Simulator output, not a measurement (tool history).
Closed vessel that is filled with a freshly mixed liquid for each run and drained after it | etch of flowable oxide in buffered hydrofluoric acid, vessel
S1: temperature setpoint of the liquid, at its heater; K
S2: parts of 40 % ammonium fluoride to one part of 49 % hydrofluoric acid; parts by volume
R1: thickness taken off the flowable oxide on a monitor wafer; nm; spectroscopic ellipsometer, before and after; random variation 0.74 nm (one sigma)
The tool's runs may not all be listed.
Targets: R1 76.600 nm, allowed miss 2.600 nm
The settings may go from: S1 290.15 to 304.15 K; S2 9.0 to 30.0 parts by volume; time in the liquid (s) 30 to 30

{"run": 1, "hour": 0.0, "S1": 296.15, "S2": 24.0, "time in the liquid (s)": 30, "R1": 43.751}
{"run": 2, "hour": 8.2, "S1": 298.15, "S2": 22.5, "time in the liquid (s)": 30, "R1": 51.233}
{"run": 3, "hour": 9.7, "S1": 301.15, "S2": 22.5, "time in the liquid (s)": 30, "R1": 59.191}
{"run": 4, "hour": 16.8, "S1": 302.15, "S2": 21.5, "time in the liquid (s)": 30, "R1": 64.627}
{"run": 5, "hour": 23.7, "S1": 303.65, "S2": 21.5, "time in the liquid (s)": 30, "R1": 70.37}
{"run": 6, "hour": 32.4, "S1": 303.65, "S2": 21.0, "time in the liquid (s)": 30, "R1": 71.522}
{"run": 7, "hour": 33.2, "S1": 303.65, "S2": 20.5, "time in the liquid (s)": 30, "R1": 72.143}
{"run": 8, "hour": 36.9, "S1": 303.65, "S2": 20.0, "time in the liquid (s)": 30, "R1": 72.828}
{"run": 9, "hour": 39.9, "S1": 304.15, "S2": 19.0, "time in the liquid (s)": 30, "R1": 79.593}

5 next moves are on the table. One of them brings every result within its allowed miss. Which?
{"run": "A", "hour": 42.9, "S1": 301.65, "S2": 16.0, "time in the liquid (s)": 30, "R1": "?"}
{"run": "B", "hour": 42.9, "S1": 302.15, "S2": 19.0, "time in the liquid (s)": 30, "R1": "?"}
{"run": "C", "hour": 42.9, "S1": 304.15, "S2": 19.5, "time in the liquid (s)": 30, "R1": "?"}
{"run": "D", "hour": 42.9, "S1": 304.15, "S2": 18.5, "time in the liquid (s)": 30, "R1": "?"}
{"run": "E", "hour": 42.9, "S1": 303.65, "S2": 17.5, "time in the liquid (s)": 30, "R1": "?"}

move=A R1=82.776
move=B R1=71.794
move=C R1=77.769
move=D R1=81.895
move=E R1=84.248
A: further off than the last run
B: takes the result that was furthest off past its target
C: meets every target
D: further off than the last run
E: further off than the last run
Move C is the one to make.

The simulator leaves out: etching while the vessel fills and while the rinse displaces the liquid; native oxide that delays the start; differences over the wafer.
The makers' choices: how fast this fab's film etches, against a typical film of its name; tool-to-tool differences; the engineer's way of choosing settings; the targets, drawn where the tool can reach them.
